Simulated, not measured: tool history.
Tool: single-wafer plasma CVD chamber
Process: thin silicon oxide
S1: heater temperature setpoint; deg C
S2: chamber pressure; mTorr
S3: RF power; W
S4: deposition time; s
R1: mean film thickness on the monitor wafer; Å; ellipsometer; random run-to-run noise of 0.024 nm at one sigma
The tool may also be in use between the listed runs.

{"run": 1, "hour": 0.0, "S1": 380, "S2": 613, "S3": 325, "S4": 5.19, "R1": 72.307}
{"run": 2, "hour": 3.9, "S1": 380, "S2": 587, "S3": 325, "S4": 5.19, "R1": 69.286}
{"run": 3, "hour": 10.4, "S1": 380, "S2": 587, "S3": 325, "S4": 5.19, "R1": 68.491}
{"run": 4, "hour": 15.8, "S1": 380, "S2": 587, "S3": 325, "S4": 5.19, "R1": 69.078}
{"run": 5, "hour": 18.9, "S1": 380, "S2": 568, "S3": 325, "S4": 5.19, "R1": 66.828}
{"run": 6, "hour": 20.4, "S1": 380, "S2": 619, "S3": 325, "S4": 5.19, "R1": 72.48}
{"run": 7, "hour": 21.8, "S1": 380, "S2": 590, "S3": 325, "S4": 5.19, "R1": 69.274}

Run 8, settings as shown, results not yet in. Your forecast:
{"run": 8, "hour": 30.5, "S1": 380, "S2": 570, "S3": 325, "S4": 5.19, "R1": "?"}

{"run 8": {"R1": 66.699}}

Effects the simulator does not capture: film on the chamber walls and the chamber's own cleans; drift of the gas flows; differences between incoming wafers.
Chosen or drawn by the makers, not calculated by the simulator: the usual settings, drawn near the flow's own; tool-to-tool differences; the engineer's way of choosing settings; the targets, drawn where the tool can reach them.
